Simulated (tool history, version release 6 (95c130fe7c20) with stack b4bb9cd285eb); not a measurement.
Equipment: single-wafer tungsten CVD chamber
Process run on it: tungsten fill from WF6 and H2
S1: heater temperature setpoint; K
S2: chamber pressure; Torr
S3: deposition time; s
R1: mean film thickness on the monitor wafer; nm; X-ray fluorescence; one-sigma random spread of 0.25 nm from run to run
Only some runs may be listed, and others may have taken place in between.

Run 1, day 0.000: S1 653.15 K, S2 40.3 Torr, S3 28.2 s. Result: R1 57.933 nm.
Run 2, day 0.262: S1 661.15 K, S2 41.3 Torr, S3 28.2 s. Result: R1 68.913 nm.
Run 3, day 0.362: S1 666.15 K, S2 42.0 Torr, S3 28.2 s. Result: R1 76.631 nm.
Run 4, day 0.517: S1 670.15 K, S2 42.6 Torr, S3 28.2 s. Result: R1 83.278 nm.
Run 5, day 0.750: S1 672.15 K, S2 43.2 Torr, S3 28.2 s. Result: R1 86.880 nm.
Run 6, day 0.838: S1 674.15 K, S2 43.8 Torr, S3 28.2 s. Result: R1 90.762 nm.
Run 7, day 0.908: S1 675.15 K, S2 44.3 Torr, S3 28.2 s. Result: R1 92.736 nm.
Run 8, day 1.083: S1 676.15 K, S2 44.7 Torr, S3 28.2 s. Result: R1 95.341 nm.
Run 9, day 1.267: S1 676.15 K, S2 44.8 Torr, S3 28.2 s. Result: R1 94.973 nm.

Forecast run 10:
Run 10, day 1.346: S1 676.15 K, S2 45.1 Torr, S3 28.2 s. Result: R1 ?.

{"run 10": {"R1": 95.666}}
